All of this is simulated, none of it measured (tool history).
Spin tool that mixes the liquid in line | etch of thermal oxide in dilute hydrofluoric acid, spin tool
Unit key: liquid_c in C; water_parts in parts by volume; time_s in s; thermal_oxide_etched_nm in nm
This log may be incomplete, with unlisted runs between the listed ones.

run	hour	liquid_c	water_parts	time_s	thermal_oxide_etched_nm
1	0	24	245	265	4.1957
2	2.8	24.5	245	265	4.2692
3	11.5	25	245	265	4.3946
4	20	25	285	265	3.5612
5	24	27	285	265	3.8461
6	27	27.5	280	265	3.9289
7	31.1	28	275	265	4.2092
8	32.4	28.5	275	265	4.3262
9	39.8	29	275	265	4.2288

Estimate the outcome of run 10 from the log above:
10	43.3	29.5	270	265	?

{"run 10": {"thermal_oxide_etched_nm": 4.49}}
